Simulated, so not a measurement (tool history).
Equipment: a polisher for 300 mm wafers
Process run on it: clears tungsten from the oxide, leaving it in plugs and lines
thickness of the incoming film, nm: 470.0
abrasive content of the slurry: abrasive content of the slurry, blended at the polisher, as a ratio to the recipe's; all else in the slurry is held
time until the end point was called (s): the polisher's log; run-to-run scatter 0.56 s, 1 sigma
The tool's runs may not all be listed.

| run | day | flow of slurry (ml/min) | pressure of the wafer on the pad (psi) | speed of the pad under the wafer (m/s) | abrasive content of the slurry | overpolish time after the end point (s) | time until the end point was called (s) |
|---|---|---|---|---|---|---|---|
| 1 | 0 | 240 | 3.2 | 1.16 | 1 | 3 | 112.83 |
| 2 | 0.333 | 240 | 3.2 | 1.16 | 0.85 | 3 | 116.98 |
| 3 | 0.542 | 240 | 3.2 | 1.36 | 0.85 | 3 | 100.24 |
| 4 | 0.792 | 245 | 3.5 | 1.36 | 0.85 | 3 | 92.3 |
| 5 | 0.925 | 245 | 3.5 | 1.36 | 0.65 | 3 | 98.332 |
| 6 | 1.275 | 245 | 3.5 | 1.36 | 0.65 | 3 | 98.117 |
| 7 | 1.371 | 245 | 3.8 | 1.36 | 0.65 | 3 | 90.694 |
| 8 | 1.438 | 245 | 4 | 1.36 | 0.65 | 3 | 86.551 |
| 9 | 1.608 | 245 | 4.2 | 1.36 | 0.65 | 3 | 81.851 |
| 10 | 1.979 | 245 | 4.4 | 1.36 | 0.65 | 3 | 79.52 |
| 11 | 2.008 | 245 | 4.4 | 1.36 | 0.65 | 3 | 77.569 |
| 12 | 2.304 | 245 | 4.5 | 1.36 | 0.65 | 3 | 77.533 |
| 13 | 2.408 | 250 | 4.6 | 1.36 | 0.65 | 3 | 76.036 |

Run 14, settings as shown, results not yet in. Your forecast:
| 14 | 2.538 | 250 | 4.7 | 1.36 | 0.65 | 3 | ? |

time until the end point was called (s): 72.006

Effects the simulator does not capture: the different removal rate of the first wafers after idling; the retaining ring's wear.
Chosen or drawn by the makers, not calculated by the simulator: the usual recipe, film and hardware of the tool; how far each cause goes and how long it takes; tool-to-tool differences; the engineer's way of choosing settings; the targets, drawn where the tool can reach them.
